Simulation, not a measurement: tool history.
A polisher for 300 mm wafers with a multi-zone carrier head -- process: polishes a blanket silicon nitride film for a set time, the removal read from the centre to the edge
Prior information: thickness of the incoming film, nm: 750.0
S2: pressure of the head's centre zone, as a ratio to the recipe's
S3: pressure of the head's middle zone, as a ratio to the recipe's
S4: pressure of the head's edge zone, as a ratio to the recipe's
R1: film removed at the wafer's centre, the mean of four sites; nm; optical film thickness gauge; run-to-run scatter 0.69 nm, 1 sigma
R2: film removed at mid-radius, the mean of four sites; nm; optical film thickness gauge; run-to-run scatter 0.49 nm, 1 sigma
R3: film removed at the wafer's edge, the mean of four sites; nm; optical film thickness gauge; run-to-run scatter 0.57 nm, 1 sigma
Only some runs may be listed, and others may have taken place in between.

{"run": 1, "hour": 0.0, "flow of slurry (ml/min)": 135, "S2": 1, "S3": 1, "S4": 1, "polishing time (s)": 34, "R1": 42.047, "R2": 41.581, "R3": 39.908}
{"run": 2, "hour": 1.6, "flow of slurry (ml/min)": 140, "S2": 1.01, "S3": 1.01, "S4": 1.02, "polishing time (s)": 35, "R1": 45.385, "R2": 44.221, "R3": 42.189}
{"run": 3, "hour": 5.6, "flow of slurry (ml/min)": 140, "S2": 1.01, "S3": 1.01, "S4": 1.07, "polishing time (s)": 35, "R1": 44.298, "R2": 44.497, "R3": 42.628}
{"run": 4, "hour": 9.7, "flow of slurry (ml/min)": 115, "S2": 1.01, "S3": 1.01, "S4": 1.07, "polishing time (s)": 35, "R1": 41.967, "R2": 41.663, "R3": 41.447}
{"run": 5, "hour": 12.6, "flow of slurry (ml/min)": 115, "S2": 1.09, "S3": 1.01, "S4": 1.07, "polishing time (s)": 35, "R1": 45.343, "R2": 41.706, "R3": 41.69}
{"hour": 16.9, "done": "edge zone pressure recalibrated"}
{"run": 6, "hour": 16.9, "flow of slurry (ml/min)": 115, "S2": 1.13, "S3": 1.01, "S4": 1.07, "polishing time (s)": 35, "R1": 46.803, "R2": 41.541, "R3": 43.107}

Forecast run 7:
{"run": 7, "hour": 23.5, "flow of slurry (ml/min)": 120, "S2": 1.13, "S3": 1.02, "S4": 1.09, "polishing time (s)": 36, "R1": "?", "R2": "?", "R3": "?"}

Run 7 measured R1 49.005 nm, R2 43.721 nm, R3 44.204 nm.
